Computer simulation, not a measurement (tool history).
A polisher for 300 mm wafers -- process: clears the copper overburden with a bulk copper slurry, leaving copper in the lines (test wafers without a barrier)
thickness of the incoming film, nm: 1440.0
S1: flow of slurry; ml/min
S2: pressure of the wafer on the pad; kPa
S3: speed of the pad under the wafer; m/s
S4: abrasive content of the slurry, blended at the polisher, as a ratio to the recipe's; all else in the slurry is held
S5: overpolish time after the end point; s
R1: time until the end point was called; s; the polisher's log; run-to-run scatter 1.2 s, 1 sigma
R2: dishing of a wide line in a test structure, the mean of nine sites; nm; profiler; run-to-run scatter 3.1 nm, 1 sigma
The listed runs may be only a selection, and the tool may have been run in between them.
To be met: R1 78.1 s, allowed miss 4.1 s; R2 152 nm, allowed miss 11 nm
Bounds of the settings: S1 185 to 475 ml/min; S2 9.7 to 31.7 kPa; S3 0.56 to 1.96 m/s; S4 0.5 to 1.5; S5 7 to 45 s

{"run": 1, "hour": 0.0, "S1": 305, "S2": 20.7, "S3": 1.26, "S4": 1, "S5": 23, "R1": 95.835, "R2": 158.92}
{"run": 2, "hour": 0.6, "S1": 305, "S2": 21.4, "S3": 1.28, "S4": 1, "S5": 21, "R1": 92.418, "R2": 154.21}
{"run": 3, "hour": 7.7, "S1": 240, "S2": 21.4, "S3": 1.28, "S4": 1, "S5": 21, "R1": 90.762, "R2": 156.18}
{"run": 4, "hour": 15.6, "S1": 240, "S2": 21.4, "S3": 1.28, "S4": 1, "S5": 16, "R1": 92.449, "R2": 132.52}
{"run": 5, "hour": 19.2, "S1": 310, "S2": 21.4, "S3": 1.28, "S4": 1, "S5": 16, "R1": 91.275, "R2": 139.02}
{"run": 6, "hour": 26.4, "S1": 310, "S2": 22.1, "S3": 1.28, "S4": 1, "S5": 16, "R1": 89.127, "R2": 141.12}
{"run": 7, "hour": 30.1, "S1": 310, "S2": 22.8, "S3": 1.28, "S4": 1, "S5": 16, "R1": 85.232, "R2": 141.69}
{"run": 8, "hour": 37.5, "S1": 310, "S2": 23.4, "S3": 1.28, "S4": 1, "S5": 16, "R1": 81.012, "R2": 145.95}

Of the 4 settings listed for the next run, only one would bring every result within its allowed miss of target. Which one?
{"run": "A", "hour": 44.9, "S1": 310, "S2": 24.1, "S3": 1.32, "S4": 1.1, "S5": 15, "R1": "?", "R2": "?"}
{"run": "B", "hour": 44.9, "S1": 315, "S2": 24.1, "S3": 1.38, "S4": 0.85, "S5": 25, "R1": "?", "R2": "?"}
{"run": "C", "hour": 44.9, "S1": 220, "S2": 22.8, "S3": 1.38, "S4": 0.9, "S5": 19, "R1": "?", "R2": "?"}
{"run": "D", "hour": 44.9, "S1": 340, "S2": 20, "S3": 1.48, "S4": 0.95, "S5": 18, "R1": "?", "R2": "?"}

move=A R1=77.19 R2=153.42
move=B R1=79.381 R2=186.68
move=C R1=85.76 R2=161.2
move=D R1=85.709 R2=152.79
A: all results land within tolerance of their targets
B: puts the biggest miss on target and leaves a different result outside tolerance
C: further off than the last run
D: further off than the last run
A is the move that brings every result within its allowed miss.
